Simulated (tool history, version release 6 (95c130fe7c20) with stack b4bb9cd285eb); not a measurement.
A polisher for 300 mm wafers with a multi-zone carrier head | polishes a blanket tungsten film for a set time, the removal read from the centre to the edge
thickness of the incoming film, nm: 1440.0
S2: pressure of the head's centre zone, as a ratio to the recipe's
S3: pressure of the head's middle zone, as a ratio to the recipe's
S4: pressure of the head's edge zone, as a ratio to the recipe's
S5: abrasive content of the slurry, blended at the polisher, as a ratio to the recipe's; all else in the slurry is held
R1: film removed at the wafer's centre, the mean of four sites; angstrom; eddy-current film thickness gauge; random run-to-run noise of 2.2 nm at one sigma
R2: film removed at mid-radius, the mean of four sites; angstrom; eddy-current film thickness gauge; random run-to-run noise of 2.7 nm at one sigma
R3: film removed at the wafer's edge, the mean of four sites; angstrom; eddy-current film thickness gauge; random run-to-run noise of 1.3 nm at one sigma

run 1 hour=0 | flow_of_slurry_(ml/min)=245 S2=1 S3=1 S4=1 S5=1 polishing_time_(s)=35 | R1=1641 R2=1573.4 R3=1608.7
run 2 hour=5.7 | flow_of_slurry_(ml/min)=245 S2=1 S3=0.92 S4=1 S5=1 polishing_time_(s)=35 | R1=1616.2 R2=1433.8 R3=1600.2
run 3 hour=7 | flow_of_slurry_(ml/min)=255 S2=1.02 S3=0.96 S4=1.02 S5=1.05 polishing_time_(s)=35 | R1=1668.8 R2=1558.3 R3=1654.9
run 4 hour=9 | flow_of_slurry_(ml/min)=265 S2=1.05 S3=0.97 S4=1.03 S5=1.05 polishing_time_(s)=35 | R1=1719.1 R2=1556.8 R3=1679.8
run 5 hour=15.5 | flow_of_slurry_(ml/min)=265 S2=1.05 S3=1.04 S4=1.03 S5=1.05 polishing_time_(s)=35 | R1=1728.1 R2=1681.4 R3=1667.4
run 6 hour=24.2 | flow_of_slurry_(ml/min)=265 S2=1.05 S3=1.04 S4=1.03 S5=0.95 polishing_time_(s)=35 | R1=1699.8 R2=1598.3 R3=1621.4
run 7 hour=25.8 | flow_of_slurry_(ml/min)=270 S2=1.07 S3=1.06 S4=1.05 S5=1 polishing_time_(s)=35 | R1=1777.7 R2=1672 R3=1655.1
run 8 hour=26.8 | flow_of_slurry_(ml/min)=275 S2=1.08 S3=1.07 S4=1.07 S5=1.05 polishing_time_(s)=35 | R1=1771 R2=1697.8 R3=1712.4

Expected results for the next run?
run 9 hour=30.3 | flow_of_slurry_(ml/min)=280 S2=1.1 S3=1.08 S4=1.08 S5=1.05 polishing_time_(s)=35 | R1=? R2=? R3=?

Run 9 gave R1 1836.6 angstrom, R2 1724.1 angstrom, R3 1701.5 angstrom.
